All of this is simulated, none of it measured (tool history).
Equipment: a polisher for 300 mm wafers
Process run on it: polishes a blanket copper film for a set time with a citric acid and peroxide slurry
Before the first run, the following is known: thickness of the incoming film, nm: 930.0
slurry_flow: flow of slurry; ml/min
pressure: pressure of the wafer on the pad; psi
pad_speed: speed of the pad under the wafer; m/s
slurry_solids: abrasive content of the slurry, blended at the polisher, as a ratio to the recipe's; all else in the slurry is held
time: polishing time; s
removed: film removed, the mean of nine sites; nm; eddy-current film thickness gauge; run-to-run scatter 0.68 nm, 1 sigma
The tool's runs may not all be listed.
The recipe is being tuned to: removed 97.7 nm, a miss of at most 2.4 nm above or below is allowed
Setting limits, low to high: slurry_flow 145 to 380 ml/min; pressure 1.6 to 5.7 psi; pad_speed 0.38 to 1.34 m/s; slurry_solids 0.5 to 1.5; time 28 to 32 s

Run 1, hour 0: slurry_flow 245 ml/min, pressure 3.6 psi, pad_speed 0.86 m/s, slurry_solids 1, time 32 s. Result: removed 70.988 nm.
Run 2, hour 7.7: slurry_flow 245 ml/min, pressure 3.7 psi, pad_speed 0.86 m/s, slurry_solids 1, time 32 s. Result: removed 72.208 nm.
Run 3, hour 16: slurry_flow 245 ml/min, pressure 3.8 psi, pad_speed 0.86 m/s, slurry_solids 1, time 32 s. Result: removed 74.767 nm.
Run 4, hour 17.4: slurry_flow 245 ml/min, pressure 3.9 psi, pad_speed 0.86 m/s, slurry_solids 1, time 32 s. Result: removed 76.529 nm.
Run 5, hour 25.5: slurry_flow 245 ml/min, pressure 3.9 psi, pad_speed 0.86 m/s, slurry_solids 1, time 32 s. Result: removed 76.113 nm.
Run 6, hour 34.3: slurry_flow 290 ml/min, pressure 3.9 psi, pad_speed 0.86 m/s, slurry_solids 1, time 32 s. Result: removed 76.393 nm.
Run 7, hour 36.9: slurry_flow 290 ml/min, pressure 4 psi, pad_speed 0.86 m/s, slurry_solids 1, time 32 s. Result: removed 79.142 nm.
Run 8, hour 41.7: slurry_flow 290 ml/min, pressure 4.1 psi, pad_speed 0.86 m/s, slurry_solids 1, time 32 s. Result: removed 81.785 nm.
Run 9, hour 46.6: slurry_flow 290 ml/min, pressure 4.2 psi, pad_speed 0.86 m/s, slurry_solids 1, time 32 s. Result: removed 83.196 nm.
Run 10, hour 55: slurry_flow 290 ml/min, pressure 4.3 psi, pad_speed 0.86 m/s, slurry_solids 1, time 32 s. Result: removed 85.758 nm.
Run 11, hour 58.8: slurry_flow 290 ml/min, pressure 4.6 psi, pad_speed 0.86 m/s, slurry_solids 1, time 32 s. Result: removed 91.303 nm.
Run 12, hour 66.1: slurry_flow 290 ml/min, pressure 4.8 psi, pad_speed 0.86 m/s, slurry_solids 1, time 32 s. Result: removed 93.371 nm.

Consider the 5 candidate settings below. Which is the only one whose results all fall within their allowed miss of target?
Run A, hour 73.4: slurry_flow 280 ml/min, pressure 4.7 psi, pad_speed 0.94 m/s, slurry_solids 1.15, time 29 s. Result: removed ?.
Run B, hour 73.4: slurry_flow 300 ml/min, pressure 4.9 psi, pad_speed 0.88 m/s, slurry_solids 0.9, time 30 s. Result: removed ?.
Run C, hour 73.4: slurry_flow 300 ml/min, pressure 4.9 psi, pad_speed 0.96 m/s, slurry_solids 1.05, time 29 s. Result: removed ?.
Run D, hour 73.4: slurry_flow 310 ml/min, pressure 4.8 psi, pad_speed 0.84 m/s, slurry_solids 1.05, time 31 s. Result: removed ?.
Run E, hour 73.4: slurry_flow 235 ml/min, pressure 5.5 psi, pad_speed 0.86 m/s, slurry_solids 0.95, time 28 s. Result: removed ?.

move  removed
   A   92.687
   B   91.217
   C   97.379
   D    91.51
   E    91.88
A: misses by more than the last run did
B: misses by more than the last run did
C: each result inside its tolerance
D: misses by more than the last run did
E: misses by more than the last run did
So the answer is move C, the one that meets all the targets.
